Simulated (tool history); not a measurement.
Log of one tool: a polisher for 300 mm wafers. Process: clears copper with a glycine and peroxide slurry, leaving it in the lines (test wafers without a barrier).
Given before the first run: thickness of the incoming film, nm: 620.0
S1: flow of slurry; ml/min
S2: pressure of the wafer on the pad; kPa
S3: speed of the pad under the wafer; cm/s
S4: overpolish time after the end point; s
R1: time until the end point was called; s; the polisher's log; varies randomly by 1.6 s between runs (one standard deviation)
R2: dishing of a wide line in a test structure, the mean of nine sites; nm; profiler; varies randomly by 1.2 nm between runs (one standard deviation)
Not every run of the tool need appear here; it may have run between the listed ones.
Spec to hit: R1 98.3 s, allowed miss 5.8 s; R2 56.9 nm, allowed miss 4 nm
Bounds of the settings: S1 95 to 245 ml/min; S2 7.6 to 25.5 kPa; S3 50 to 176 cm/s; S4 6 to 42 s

| run | hour | S1 | S2 | S3 | S4 | R1 | R2 |
|---|---|---|---|---|---|---|---|
| 1 | 0 | 155 | 16.5 | 112 | 21 | 104.41 | 77.686 |
| 2 | 3 | 155 | 16.5 | 112 | 19 | 105.44 | 73.378 |
| 3 | 8.9 | 155 | 14.5 | 112 | 19 | 118.07 | 66.813 |
| 4 | 16.8 | 155 | 15.2 | 112 | 18 | 115.99 | 65.653 |
| 5 | 21.7 | 155 | 13.1 | 112 | 18 | 126.31 | 56.972 |
| 6 | 24.1 | 155 | 13.8 | 114 | 17 | 121.78 | 56.912 |
| 7 | 30.4 | 155 | 14.5 | 116 | 16 | 115.4 | 56.568 |
| 8 | 31.4 | 155 | 14.5 | 118 | 16 | 111.39 | 62.171 |
| 9 | 36 | 155 | 14.5 | 118 | 15 | 115.77 | 56.112 |
| 10 | 40.4 | 155 | 15.2 | 120 | 14 | 105.8 | 56.742 |

Exercise: of the 5 proposed moves below, exactly one satisfies all targets within the stated allowed misses. Which move is it?
| A | 44.8 | 175 | 12.4 | 128 | 15 | ? | ? |
| B | 44.8 | 210 | 15.9 | 124 | 13 | ? | ? |
| C | 44.8 | 155 | 14.5 | 122 | 15 | ? | ? |
| D | 44.8 | 140 | 14.5 | 106 | 19 | ? | ? |
| E | 44.8 | 155 | 14.5 | 100 | 18 | ? | ? |

| move | R1 | R2 |
|---|---|---|
| A | 115.94 | 52.207 |
| B | 95.267 | 55.425 |
| C | 108.3 | 55.811 |
| D | 123.12 | 61.17 |
| E | 126.88 | 57.264 |
A: the biggest miss grows against the last run
B: every result lands within tolerance
C: the biggest miss grows against the last run
D: the biggest miss grows against the last run
E: the biggest miss grows against the last run
The move that meets every target is B.
